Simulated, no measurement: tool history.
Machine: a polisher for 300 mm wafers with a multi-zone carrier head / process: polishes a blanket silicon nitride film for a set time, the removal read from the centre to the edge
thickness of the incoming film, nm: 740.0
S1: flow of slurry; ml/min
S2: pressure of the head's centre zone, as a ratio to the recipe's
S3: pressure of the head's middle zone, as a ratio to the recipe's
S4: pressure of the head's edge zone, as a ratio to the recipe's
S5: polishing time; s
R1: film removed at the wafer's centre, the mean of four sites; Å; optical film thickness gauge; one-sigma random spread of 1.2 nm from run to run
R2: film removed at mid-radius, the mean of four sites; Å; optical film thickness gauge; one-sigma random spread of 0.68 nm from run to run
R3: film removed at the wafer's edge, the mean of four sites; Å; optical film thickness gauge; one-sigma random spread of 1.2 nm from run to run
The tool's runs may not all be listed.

run 1 hour=0 | S1=130 S2=1 S3=1 S4=1 S5=66 | R1=1217.9 R2=1182.3 R3=1228.8
run 2 hour=2.5 | S1=100 S2=1 S3=1 S4=1 S5=66 | R1=1151.7 R2=1142.9 R3=1172.4
run 3 hour=10.4 | S1=120 S2=1 S3=1 S4=1 S5=66 | R1=1179.8 R2=1178.2 R3=1187.8
run 4 hour=17.9 | S1=115 S2=0.96 S3=0.98 S4=0.98 S5=65 | R1=1126 R2=1132.5 R3=1185.1
run 5 hour=25.6 | S1=115 S2=0.96 S3=0.92 S4=0.98 S5=65 | R1=1118.4 R2=1065.3 R3=1155.8
run 6 hour=30.7 | S1=115 S2=0.96 S3=0.92 S4=1.03 S5=65 | R1=1126.9 R2=1071.9 R3=1200

Run 7 is up next; what results do you expect?
run 7 hour=34.7 | S1=110 S2=0.93 S3=0.92 S4=1 S5=64 | R1=? R2=? R3=?

Run 7 gave R1 1072 Å, R2 1040.6 Å, R3 1172.5 Å.

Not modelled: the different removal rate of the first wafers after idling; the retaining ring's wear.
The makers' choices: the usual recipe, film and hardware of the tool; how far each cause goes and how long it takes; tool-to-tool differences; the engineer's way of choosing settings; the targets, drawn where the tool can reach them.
